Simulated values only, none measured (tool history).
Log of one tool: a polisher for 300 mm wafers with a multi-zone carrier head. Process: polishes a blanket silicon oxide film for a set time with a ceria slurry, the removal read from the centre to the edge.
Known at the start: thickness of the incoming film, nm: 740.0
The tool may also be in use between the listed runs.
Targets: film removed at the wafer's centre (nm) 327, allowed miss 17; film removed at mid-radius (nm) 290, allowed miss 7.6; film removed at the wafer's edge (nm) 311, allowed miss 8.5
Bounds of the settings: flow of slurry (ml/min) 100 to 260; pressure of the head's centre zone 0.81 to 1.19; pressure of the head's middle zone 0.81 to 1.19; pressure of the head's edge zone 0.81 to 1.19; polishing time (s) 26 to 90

| run | hour | flow of slurry (ml/min) | pressure of the head's centre zone | pressure of the head's middle zone | pressure of the head's edge zone | polishing time (s) | film removed at the wafer's centre (nm) | film removed at mid-radius (nm) | film removed at the wafer's edge (nm) |
|---|---|---|---|---|---|---|---|---|---|
| 1 | 0 | 165 | 1 | 1 | 1 | 58 | 230.37 | 225.35 | 223.86 |
| 2 | 1.3 | 165 | 1.08 | 1 | 1 | 58 | 247.37 | 223.93 | 225.92 |
| 3 | 7.2 | 165 | 1.05 | 1 | 1 | 58 | 246.36 | 221 | 222.4 |
| 4 | 14 | 165 | 0.96 | 1 | 1 | 58 | 215.81 | 226.45 | 225.77 |
| 5 | 18.2 | 170 | 0.97 | 1 | 1.02 | 59 | 220.31 | 226.94 | 227.16 |
| 6 | 25.6 | 170 | 0.93 | 1 | 1.02 | 59 | 217.51 | 227.58 | 231.23 |
| 7 | 33 | 175 | 0.94 | 1 | 1.03 | 61 | 222.19 | 236.32 | 240.1 |
| 8 | 34.5 | 175 | 0.94 | 1 | 1.03 | 61 | 225.44 | 234.23 | 239.8 |
| 9 | 36.5 | 180 | 0.95 | 1.01 | 1.04 | 62 | 229.38 | 245.42 | 245.4 |
| 10 | 39.5 | 180 | 0.97 | 1.01 | 1.05 | 63 | 247.1 | 250.62 | 247.98 |
| 11 | 43.4 | 180 | 0.97 | 1 | 1.06 | 64 | 248.97 | 249.98 | 253.6 |
| 12 | 51.3 | 180 | 0.97 | 1 | 1.07 | 65 | 248.13 | 255.54 | 260.18 |
| 13 | 57.3 | 185 | 0.98 | 0.99 | 1.08 | 66 | 255.36 | 253.54 | 264.84 |

4 next moves are on the table. One of them brings every result within its allowed miss. Which?
| A | 63.3 | 185 | 1.09 | 0.98 | 1.13 | 75 | ? | ? | ? |
| B | 63.3 | 205 | 0.95 | 0.9 | 1.1 | 81 | ? | ? | ? |
| C | 63.3 | 210 | 1.17 | 0.83 | 1.03 | 63 | ? | ? | ? |
| D | 63.3 | 170 | 0.94 | 1.04 | 1.08 | 62 | ? | ? | ? |

| move | film removed at the wafer's centre (nm) | film removed at mid-radius (nm) | film removed at the wafer's edge (nm) |
|---|---|---|---|
| A | 329.57 | 293.65 | 311.07 |
| B | 315.18 | 300.25 | 335.59 |
| C | 303.38 | 218.98 | 253.49 |
| D | 231.08 | 251.88 | 248.52 |
A: meets every target
B: takes the result that was furthest off past its target
C: further off than the last run
D: further off than the last run
The right move is A.
